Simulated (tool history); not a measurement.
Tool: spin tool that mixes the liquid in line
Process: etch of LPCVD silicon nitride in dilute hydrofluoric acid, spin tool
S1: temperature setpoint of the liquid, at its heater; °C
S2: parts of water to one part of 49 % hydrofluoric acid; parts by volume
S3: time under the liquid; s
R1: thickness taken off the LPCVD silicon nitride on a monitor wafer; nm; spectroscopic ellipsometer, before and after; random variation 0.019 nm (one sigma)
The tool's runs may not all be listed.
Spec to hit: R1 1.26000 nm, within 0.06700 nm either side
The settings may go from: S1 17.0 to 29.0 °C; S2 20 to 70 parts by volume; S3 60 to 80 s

{"run": 1, "hour": 0.0, "S1": 21.0, "S2": 40, "S3": 80, "R1": 0.70619}
{"run": 2, "hour": 1.4, "S1": 22.0, "S2": 40, "S3": 80, "R1": 0.75115}
{"run": 3, "hour": 8.2, "S1": 22.5, "S2": 40, "S3": 80, "R1": 0.79799}
{"run": 4, "hour": 14.9, "S1": 22.5, "S2": 50, "S3": 80, "R1": 0.62922}
{"run": 5, "hour": 21.7, "S1": 23.0, "S2": 50, "S3": 80, "R1": 0.66278}
{"run": 6, "hour": 23.8, "S1": 23.5, "S2": 50, "S3": 80, "R1": 0.67323}
{"run": 7, "hour": 32.6, "S1": 24.0, "S2": 50, "S3": 80, "R1": 0.70177}
{"run": 8, "hour": 37.0, "S1": 24.5, "S2": 50, "S3": 80, "R1": 0.72352}
{"run": 9, "hour": 45.9, "S1": 25.0, "S2": 50, "S3": 80, "R1": 0.73228}
{"run": 10, "hour": 51.4, "S1": 25.5, "S2": 50, "S3": 80, "R1": 0.7728}

Which one of the following 4 next-run settings gets every result inside its allowed miss? There is exactly one.
{"run": "A", "hour": 56.9, "S1": 27.0, "S2": 25, "S3": 60, "R1": "?"}
{"run": "B", "hour": 56.9, "S1": 26.0, "S2": 35, "S3": 75, "R1": "?"}
{"run": "C", "hour": 56.9, "S1": 29.0, "S2": 35, "S3": 65, "R1": "?"}
{"run": "D", "hour": 56.9, "S1": 24.5, "S2": 30, "S3": 70, "R1": "?"}

move=A R1=1.29790
move=B R1=1.09520
move=C R1=1.15790
move=D R1=1.07290
A: meets every target
B: nearer the targets than the last run, but a result is still out of spec
C: nearer the targets than the last run, but a result is still out of spec
D: nearer the targets than the last run, but a result is still out of spec
So the answer is move A, the one that meets all the targets.
